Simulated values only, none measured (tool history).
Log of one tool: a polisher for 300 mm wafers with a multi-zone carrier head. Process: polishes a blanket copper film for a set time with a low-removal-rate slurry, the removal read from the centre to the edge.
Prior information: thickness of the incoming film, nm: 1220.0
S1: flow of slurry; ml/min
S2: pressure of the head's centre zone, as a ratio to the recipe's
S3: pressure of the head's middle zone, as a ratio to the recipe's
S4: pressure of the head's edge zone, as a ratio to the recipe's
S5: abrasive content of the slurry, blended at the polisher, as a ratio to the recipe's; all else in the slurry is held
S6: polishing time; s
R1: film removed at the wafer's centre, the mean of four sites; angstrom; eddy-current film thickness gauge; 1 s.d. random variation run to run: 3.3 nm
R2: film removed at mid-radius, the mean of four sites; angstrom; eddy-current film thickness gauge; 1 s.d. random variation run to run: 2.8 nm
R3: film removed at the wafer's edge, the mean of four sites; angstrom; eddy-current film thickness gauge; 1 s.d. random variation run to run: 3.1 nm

{"run": 1, "hour": 0.0, "S1": 290, "S2": 1.0, "S3": 1.0, "S4": 1.0, "S5": 1.0, "S6": 73, "R1": 1662.2, "R2": 1640.3, "R3": 1666.3}
{"run": 2, "hour": 6.8, "S1": 290, "S2": 1.08, "S3": 1.0, "S4": 1.0, "S5": 1.0, "S6": 73, "R1": 1784.2, "R2": 1708.7, "R3": 1679.4}
{"run": 3, "hour": 10.2, "S1": 290, "S2": 1.08, "S3": 1.0, "S4": 1.05, "S5": 1.0, "S6": 73, "R1": 1807.4, "R2": 1645.8, "R3": 1691.0}
{"run": 4, "hour": 18.1, "S1": 290, "S2": 1.08, "S3": 1.05, "S4": 1.05, "S5": 1.0, "S6": 73, "R1": 1820.5, "R2": 1751.1, "R3": 1753.2}
{"run": 5, "hour": 19.7, "S1": 290, "S2": 1.09, "S3": 1.05, "S4": 1.08, "S5": 1.1, "S6": 77, "R1": 1943.9, "R2": 1888.1, "R3": 1886.3}
{"run": 6, "hour": 24.5, "S1": 290, "S2": 1.13, "S3": 1.05, "S4": 1.08, "S5": 1.1, "S6": 77, "R1": 2002.3, "R2": 1840.9, "R3": 1855.2}
{"run": 7, "hour": 32.9, "S1": 290, "S2": 1.13, "S3": 1.04, "S4": 1.1, "S5": 1.15, "S6": 82, "R1": 2158.2, "R2": 1976.4, "R3": 2013.9}

Forecast run 8:
{"run": 8, "hour": 38.4, "S1": 290, "S2": 1.13, "S3": 1.03, "S4": 1.12, "S5": 1.2, "S6": 85, "R1": "?", "R2": "?", "R3": "?"}

Run 8 yielded R1 2264.8 angstrom, R2 2058.5 angstrom, R3 2127.8 angstrom.
